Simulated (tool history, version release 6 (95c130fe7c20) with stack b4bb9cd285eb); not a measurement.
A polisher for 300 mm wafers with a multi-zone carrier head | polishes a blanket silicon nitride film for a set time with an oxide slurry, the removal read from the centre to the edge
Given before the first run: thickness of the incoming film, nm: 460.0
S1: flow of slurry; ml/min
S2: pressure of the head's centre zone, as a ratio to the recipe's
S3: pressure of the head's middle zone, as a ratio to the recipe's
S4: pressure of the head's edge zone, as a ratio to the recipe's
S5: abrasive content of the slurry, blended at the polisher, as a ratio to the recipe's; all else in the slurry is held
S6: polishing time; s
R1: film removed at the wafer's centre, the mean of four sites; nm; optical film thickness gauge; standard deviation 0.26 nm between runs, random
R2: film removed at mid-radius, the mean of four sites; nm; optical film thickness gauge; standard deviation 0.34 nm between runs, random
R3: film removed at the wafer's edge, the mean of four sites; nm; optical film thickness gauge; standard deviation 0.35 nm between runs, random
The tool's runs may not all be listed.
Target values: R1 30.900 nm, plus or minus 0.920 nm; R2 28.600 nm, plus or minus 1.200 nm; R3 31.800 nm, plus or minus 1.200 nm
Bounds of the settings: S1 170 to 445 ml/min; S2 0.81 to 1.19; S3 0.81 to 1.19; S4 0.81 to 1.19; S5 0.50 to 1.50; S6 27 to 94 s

| run | day | S1 | S2 | S3 | S4 | S5 | S6 | R1 | R2 | R3 |
|---|---|---|---|---|---|---|---|---|---|---|
| 1 | 0.000 | 285 | 1.00 | 1.00 | 1.00 | 1.00 | 60 | 48.711 | 49.661 | 51.590 |
| 2 | 0.062 | 285 | 0.99 | 0.97 | 0.97 | 0.90 | 57 | 44.589 | 43.516 | 45.998 |
| 3 | 0.162 | 280 | 0.96 | 0.95 | 0.94 | 0.80 | 55 | 38.834 | 39.080 | 41.778 |
| 4 | 0.375 | 285 | 0.96 | 0.93 | 0.92 | 0.75 | 54 | 36.838 | 36.362 | 39.711 |
| 5 | 0.600 | 285 | 0.96 | 0.93 | 0.92 | 0.60 | 54 | 32.371 | 32.393 | 34.953 |
| 6 | 0.929 | 285 | 0.97 | 0.92 | 0.91 | 0.60 | 54 | 32.758 | 31.964 | 34.278 |
| 7 | 0.979 | 280 | 0.97 | 0.90 | 0.90 | 0.60 | 54 | 33.168 | 31.167 | 34.281 |
| 8 | 1.317 | 275 | 0.96 | 0.89 | 0.89 | 0.60 | 54 | 32.239 | 31.540 | 33.923 |
| 9 | 1.612 | 270 | 0.96 | 0.87 | 0.89 | 0.60 | 54 | 32.315 | 30.600 | 34.493 |
| 10 | 1.817 | 270 | 0.96 | 0.86 | 0.87 | 0.60 | 54 | 32.042 | 30.104 | 33.375 |
| 11 | 1.917 | 265 | 0.96 | 0.85 | 0.86 | 0.60 | 54 | 32.370 | 29.798 | 33.744 |
| 12 | 1.971 | 265 | 0.96 | 0.85 | 0.86 | 0.60 | 54 | 32.271 | 29.995 | 33.906 |
| 13 | 1.996 | 265 | 0.96 | 0.85 | 0.85 | 0.60 | 54 | 32.634 | 29.567 | 34.034 |
| 14 | 2.246 | 265 | 0.96 | 0.85 | 0.85 | 0.60 | 54 | 32.425 | 29.747 | 33.348 |
| 15 | 2.583 | 265 | 0.96 | 0.85 | 0.84 | 0.60 | 54 | 32.013 | 29.841 | 33.811 |

Which of these 4 next moves meets every target?
| A | 2.921 | 275 | 1.05 | 1.07 | 0.86 | 0.50 | 53 | ? | ? | ? |
| B | 2.921 | 300 | 0.99 | 0.82 | 0.89 | 0.70 | 49 | ? | ? | ? |
| C | 2.921 | 265 | 1.05 | 0.95 | 0.81 | 0.55 | 50 | ? | ? | ? |
| D | 2.921 | 275 | 0.96 | 0.86 | 0.81 | 0.60 | 51 | ? | ? | ? |

| move | R1 | R2 | R3 |
|---|---|---|---|
| A | 31.256 | 32.449 | 29.638 |
| B | 33.648 | 29.601 | 34.069 |
| C | 31.107 | 29.245 | 29.211 |
| D | 30.843 | 29.074 | 31.532 |
A: pushes the last run's worst result past its target
B: the biggest miss grows against the last run
C: pushes the last run's worst result past its target
D: every result lands within tolerance
D is the move that brings every result within its allowed miss.
